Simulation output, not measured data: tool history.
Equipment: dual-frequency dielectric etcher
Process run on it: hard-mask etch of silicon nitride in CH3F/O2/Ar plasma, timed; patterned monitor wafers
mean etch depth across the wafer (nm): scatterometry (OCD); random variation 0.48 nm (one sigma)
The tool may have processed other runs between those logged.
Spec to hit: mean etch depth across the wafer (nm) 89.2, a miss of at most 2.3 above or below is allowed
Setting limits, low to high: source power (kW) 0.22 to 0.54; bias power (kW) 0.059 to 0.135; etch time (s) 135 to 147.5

run    day  source power (kW)  bias power (kW)  etch time (s)  mean etch depth across the wafer (nm)
  1      0               0.38            0.097          147.5                                 107.57
  2  0.042               0.41            0.097          147.5                                 110.43
  3  0.388               0.35            0.097          147.5                                 105.07
  4  0.742               0.35            0.097          147.5                                 105.11
  5  0.846               0.34            0.094          146.5                                 101.54
  6  0.992               0.33            0.093          146.5                                 100.71
  7  1.162               0.32            0.091            146                                 99.794
  8  1.425               0.31            0.089          145.5                                 96.889
  9  1.525                0.3            0.088          145.5                                 94.906
 10  1.608               0.29            0.088          145.5                                   94.9
 11  1.829               0.28            0.087          145.5                                 93.304
 12  2.096               0.27            0.087          145.5                                 93.824
 13  2.471               0.27            0.087          145.5                                 92.668

Of the 4 settings listed for the next run, only one would bring every result within its allowed miss of target. Which one?
  A  2.846               0.26            0.083          144.5                                      ?
  B  2.846               0.22            0.111          139.5                                      ?
  C  2.846               0.31            0.096            143                                      ?
  D  2.846               0.26            0.092          147.5                                      ?

move  mean etch depth across the wafer (nm)
   A                                 89.921
   B                                  93.78
   C                                 98.703
   D                                 95.648
A: hits every target within its allowed miss
B: misses by more than the last run did
C: misses by more than the last run did
D: misses by more than the last run did
The move that meets every target is A.

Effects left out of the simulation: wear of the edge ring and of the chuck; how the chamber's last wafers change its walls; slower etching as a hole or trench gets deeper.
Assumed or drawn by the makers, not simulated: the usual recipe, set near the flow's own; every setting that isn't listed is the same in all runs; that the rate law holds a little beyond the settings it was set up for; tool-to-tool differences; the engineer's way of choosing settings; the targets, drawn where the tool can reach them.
